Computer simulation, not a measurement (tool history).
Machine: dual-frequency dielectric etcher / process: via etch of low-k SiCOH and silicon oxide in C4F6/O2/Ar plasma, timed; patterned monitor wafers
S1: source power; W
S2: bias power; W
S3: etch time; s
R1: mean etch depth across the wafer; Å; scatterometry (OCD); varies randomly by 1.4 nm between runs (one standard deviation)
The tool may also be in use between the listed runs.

run 1 hour=0.0 | S1=440 S2=202 S3=96.0 | R1=2681.5
run 2 hour=2.8 | S1=400 S2=202 S3=96.0 | R1=2587.1
run 3 hour=4.3 | S1=380 S2=200 S3=96.0 | R1=2564.6
run 4 hour=9.9 | S1=380 S2=217 S3=96.0 | R1=2637.1
run 5 hour=16.0 | S1=350 S2=213 S3=96.0 | R1=2572.1
run 6 hour=24.8 | S1=350 S2=230 S3=96.0 | R1=2639.8
run 7 hour=32.0 | S1=330 S2=223 S3=96.0 | R1=2564.5
run 8 hour=40.5 | S1=310 S2=219 S3=96.0 | R1=2520.9

Run 9, settings as shown, results not yet in. Your forecast:
run 9 hour=46.1 | S1=300 S2=215 S3=96.0 | R1=?

R1: 2465.4 Å

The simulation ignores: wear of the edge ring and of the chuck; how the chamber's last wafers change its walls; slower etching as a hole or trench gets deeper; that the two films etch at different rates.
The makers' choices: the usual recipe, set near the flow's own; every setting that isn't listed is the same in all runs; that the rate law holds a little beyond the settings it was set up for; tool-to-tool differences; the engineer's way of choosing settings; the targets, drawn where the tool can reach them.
